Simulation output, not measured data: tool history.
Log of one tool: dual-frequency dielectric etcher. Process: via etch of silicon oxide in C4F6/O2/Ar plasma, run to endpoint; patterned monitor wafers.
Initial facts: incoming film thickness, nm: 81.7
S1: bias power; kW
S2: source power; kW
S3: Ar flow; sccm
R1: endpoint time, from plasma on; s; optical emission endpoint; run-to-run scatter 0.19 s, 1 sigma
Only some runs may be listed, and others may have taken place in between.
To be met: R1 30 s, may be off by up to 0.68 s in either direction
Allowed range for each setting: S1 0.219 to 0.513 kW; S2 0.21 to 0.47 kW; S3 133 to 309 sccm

run,hour,S1,S2,S3,R1
1,0,0.366,0.34,221,23.378
2,1.1,0.338,0.32,225,24.83
3,2.3,0.316,0.31,227,26.074
4,4.9,0.298,0.31,228,27.176
5,8.8,0.287,0.31,228,27.644
6,15.4,0.287,0.34,228,26.872
7,18.8,0.274,0.34,228,27.911
8,25.3,0.266,0.34,228,28.648
9,27.5,0.261,0.34,228,28.804
10,29.1,0.257,0.34,228,28.982

Exercise: of the 4 proposed moves below, exactly one satisfies all targets within the stated allowed misses. Which move is it?
A,30.7,0.247,0.34,220,?
B,30.7,0.254,0.39,218,?
C,30.7,0.269,0.33,221,?
D,30.7,0.25,0.37,215,?

move,R1
A,30.298
B,28.43
C,28.849
D,29.194
A: all results in spec
B: further off than the last run
C: further off than the last run
D: closer than the last run, but not yet in spec
So the answer is move A, the one that meets all the targets.
